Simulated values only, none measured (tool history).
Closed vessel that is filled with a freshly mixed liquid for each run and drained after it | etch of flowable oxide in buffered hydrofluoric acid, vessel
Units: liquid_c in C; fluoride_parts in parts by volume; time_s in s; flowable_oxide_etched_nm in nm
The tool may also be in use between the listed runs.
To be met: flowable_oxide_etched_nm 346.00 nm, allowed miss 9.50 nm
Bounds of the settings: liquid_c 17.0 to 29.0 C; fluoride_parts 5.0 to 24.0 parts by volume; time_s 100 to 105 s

run,hour,liquid_c,fluoride_parts,time_s,flowable_oxide_etched_nm
1,0.0,21.0,14.5,100,243.68
2,4.8,17.5,14.5,100,200.00
3,6.4,20.0,14.5,100,229.88
4,13.4,20.0,14.5,105,243.07
5,15.4,20.0,14.5,105,242.31
6,18.1,22.0,14.5,105,269.27
7,22.0,23.5,14.5,105,293.51
8,27.4,24.5,14.5,105,311.04
9,33.6,25.0,14.5,105,320.00

Which of these 4 next moves meets every target?
A,39.8,25.5,14.0,100,?
B,39.8,26.0,14.5,100,?
C,39.8,27.0,14.0,100,?
D,39.8,27.5,15.5,100,?

move,flowable_oxide_etched_nm
A,322.77
B,320.38
C,349.90
D,325.23
A: nearer than the last run, and not there yet
B: as far off as the last run
C: meets every target
D: nearer than the last run, and not there yet
Move C is the one to make.
